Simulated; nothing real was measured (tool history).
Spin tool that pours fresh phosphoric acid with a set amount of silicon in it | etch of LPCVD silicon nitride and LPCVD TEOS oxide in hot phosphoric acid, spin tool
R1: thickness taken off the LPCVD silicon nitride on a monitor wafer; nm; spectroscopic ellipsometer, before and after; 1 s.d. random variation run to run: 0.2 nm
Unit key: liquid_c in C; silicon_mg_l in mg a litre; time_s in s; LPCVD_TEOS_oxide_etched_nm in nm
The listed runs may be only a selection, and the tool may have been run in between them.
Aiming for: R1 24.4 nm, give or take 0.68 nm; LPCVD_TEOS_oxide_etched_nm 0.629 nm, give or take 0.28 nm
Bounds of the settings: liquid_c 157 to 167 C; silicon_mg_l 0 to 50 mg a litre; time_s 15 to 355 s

{"run": 1, "day": 0.0, "liquid_c": 162, "silicon_mg_l": 25.5, "time_s": 180, "R1": 11.913, "LPCVD_TEOS_oxide_etched_nm": 0.20139}
{"run": 2, "day": 0.25, "liquid_c": 162, "silicon_mg_l": 31.5, "time_s": 180, "R1": 11.999, "LPCVD_TEOS_oxide_etched_nm": 0.13985}
{"run": 3, "day": 0.462, "liquid_c": 162, "silicon_mg_l": 39.5, "time_s": 180, "R1": 12.025, "LPCVD_TEOS_oxide_etched_nm": 0.083782}
{"run": 4, "day": 0.542, "liquid_c": 162.5, "silicon_mg_l": 37, "time_s": 195, "R1": 13.434, "LPCVD_TEOS_oxide_etched_nm": 0.1207}
{"run": 5, "day": 0.612, "liquid_c": 163, "silicon_mg_l": 35.5, "time_s": 205, "R1": 14.384, "LPCVD_TEOS_oxide_etched_nm": 0.14056}
{"run": 6, "day": 0.692, "liquid_c": 163, "silicon_mg_l": 35.5, "time_s": 175, "R1": 12, "LPCVD_TEOS_oxide_etched_nm": 0.13133}
{"run": 7, "day": 0.758, "liquid_c": 163.5, "silicon_mg_l": 34, "time_s": 190, "R1": 13.376, "LPCVD_TEOS_oxide_etched_nm": 0.1348}
{"run": 8, "day": 1.133, "liquid_c": 164, "silicon_mg_l": 31.5, "time_s": 200, "R1": 14.343, "LPCVD_TEOS_oxide_etched_nm": 0.17156}
{"run": 9, "day": 1.342, "liquid_c": 164.5, "silicon_mg_l": 29.5, "time_s": 210, "R1": 15.3, "LPCVD_TEOS_oxide_etched_nm": 0.20862}
{"run": 10, "day": 1.471, "liquid_c": 164.5, "silicon_mg_l": 28, "time_s": 220, "R1": 15.881, "LPCVD_TEOS_oxide_etched_nm": 0.1907}
{"day": 1.571, "done": "heated supply line repaired"}
{"run": 11, "day": 1.571, "liquid_c": 165, "silicon_mg_l": 24.5, "time_s": 230, "R1": 19.341, "LPCVD_TEOS_oxide_etched_nm": 0.36852}
{"run": 12, "day": 1.688, "liquid_c": 165, "silicon_mg_l": 24, "time_s": 235, "R1": 19.761, "LPCVD_TEOS_oxide_etched_nm": 0.52154}
{"run": 13, "day": 1.833, "liquid_c": 165, "silicon_mg_l": 24.5, "time_s": 240, "R1": 20.253, "LPCVD_TEOS_oxide_etched_nm": 0.42706}

Below are 5 possible settings for the next run. Only one of them brings all results inside the allowed miss of their targets. Which is it?
{"run": "A", "day": 1.979, "liquid_c": 167, "silicon_mg_l": 37, "time_s": 255, "R1": "?", "LPCVD_TEOS_oxide_etched_nm": "?"}
{"run": "B", "day": 1.979, "liquid_c": 164.5, "silicon_mg_l": 45, "time_s": 270, "R1": "?", "LPCVD_TEOS_oxide_etched_nm": "?"}
{"run": "C", "day": 1.979, "liquid_c": 167, "silicon_mg_l": 19.5, "time_s": 270, "R1": "?", "LPCVD_TEOS_oxide_etched_nm": "?"}
{"run": "D", "day": 1.979, "liquid_c": 164.5, "silicon_mg_l": 39.5, "time_s": 200, "R1": "?", "LPCVD_TEOS_oxide_etched_nm": "?"}
{"run": "E", "day": 1.979, "liquid_c": 165, "silicon_mg_l": 0.5, "time_s": 215, "R1": "?", "LPCVD_TEOS_oxide_etched_nm": "?"}

move=A R1=22.998 LPCVD_TEOS_oxide_etched_nm=0.28225
move=B R1=22.439 LPCVD_TEOS_oxide_etched_nm=0.14486
move=C R1=24.351 LPCVD_TEOS_oxide_etched_nm=0.58941
move=D R1=16.622 LPCVD_TEOS_oxide_etched_nm=0.15916
move=E R1=18.164 LPCVD_TEOS_oxide_etched_nm=0.6238
A: closes in on the targets versus the last run, not all within tolerance yet
B: closes in on the targets versus the last run, not all within tolerance yet
C: every result lands within tolerance
D: further off than the last run
E: further off than the last run
Answer: C
